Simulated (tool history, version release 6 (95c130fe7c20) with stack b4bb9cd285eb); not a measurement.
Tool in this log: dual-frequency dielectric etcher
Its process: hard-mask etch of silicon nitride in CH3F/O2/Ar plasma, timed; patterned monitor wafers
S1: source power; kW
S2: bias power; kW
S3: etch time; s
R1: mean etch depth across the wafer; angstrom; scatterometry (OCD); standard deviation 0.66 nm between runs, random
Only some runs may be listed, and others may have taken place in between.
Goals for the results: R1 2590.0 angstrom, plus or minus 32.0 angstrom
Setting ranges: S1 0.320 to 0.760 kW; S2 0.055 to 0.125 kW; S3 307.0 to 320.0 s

run	hour	S1	S2	S3	R1
1	0.0	0.540	0.090	307.0	3048.6
2	3.8	0.480	0.089	307.0	2934.7
3	12.7	0.580	0.089	307.0	3102.5
4	16.9	0.510	0.086	307.0	2954.0
5	17.5	0.460	0.084	307.0	2864.1
6	25.7	0.420	0.081	307.0	2769.0
7	29.3	0.390	0.080	307.0	2704.8
8	33.0	0.370	0.079	307.0	2664.4
9	38.8	0.370	0.079	307.0	2657.1
10	43.8	0.360	0.079	307.0	2649.0

Next run, 5 choices. One meets every target within its allowed miss, the rest don't. Which?
A	48.8	0.330	0.076	320.0	?
B	48.8	0.320	0.077	312.0	?
C	48.8	0.320	0.087	313.0	?
D	48.8	0.380	0.072	308.5	?
E	48.8	0.330	0.081	313.0	?

move	R1
A	2674.0
B	2593.0
C	2663.4
D	2649.2
E	2647.1
A: moves away from the targets compared with the last run
B: all results land within tolerance of their targets
C: moves away from the targets compared with the last run
D: no better and no worse than the last run
E: no better and no worse than the last run
The move that meets every target is B.
